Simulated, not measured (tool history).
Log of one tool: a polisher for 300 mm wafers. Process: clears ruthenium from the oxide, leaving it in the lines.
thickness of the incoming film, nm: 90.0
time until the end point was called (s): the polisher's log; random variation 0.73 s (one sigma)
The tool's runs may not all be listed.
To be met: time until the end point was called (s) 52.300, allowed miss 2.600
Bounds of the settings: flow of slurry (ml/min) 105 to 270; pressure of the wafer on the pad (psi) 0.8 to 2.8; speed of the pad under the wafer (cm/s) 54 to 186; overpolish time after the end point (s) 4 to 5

run,hour,flow of slurry (ml/min),pressure of the wafer on the pad (psi),speed of the pad under the wafer (cm/s),overpolish time after the end point (s),time until the end point was called (s)
1,0.0,175,1.8,118,5,73.550
2,7.7,175,1.9,118,5,68.256
3,16.5,175,1.9,118,5,67.590
4,20.7,175,1.9,118,4,69.009
5,28.5,175,2.0,118,4,66.003
6,31.9,175,2.0,118,5,65.559
7,40.0,175,2.1,118,5,61.213
8,40.6,175,2.2,118,5,60.053

5 next moves are on the table. One of them brings every result within its allowed miss. Which?
A,41.2,195,2.2,130,5,?
B,41.2,150,2.0,110,5,?
C,41.2,185,2.1,156,5,?
D,41.2,170,2.3,102,5,?
E,41.2,230,1.9,98,5,?

move,time until the end point was called (s)
A,53.542
B,72.210
C,47.271
D,66.263
E,79.443
A: meets every target
B: further off than the last run
C: takes the result that was furthest off past its target
D: further off than the last run
E: further off than the last run
Answer: A
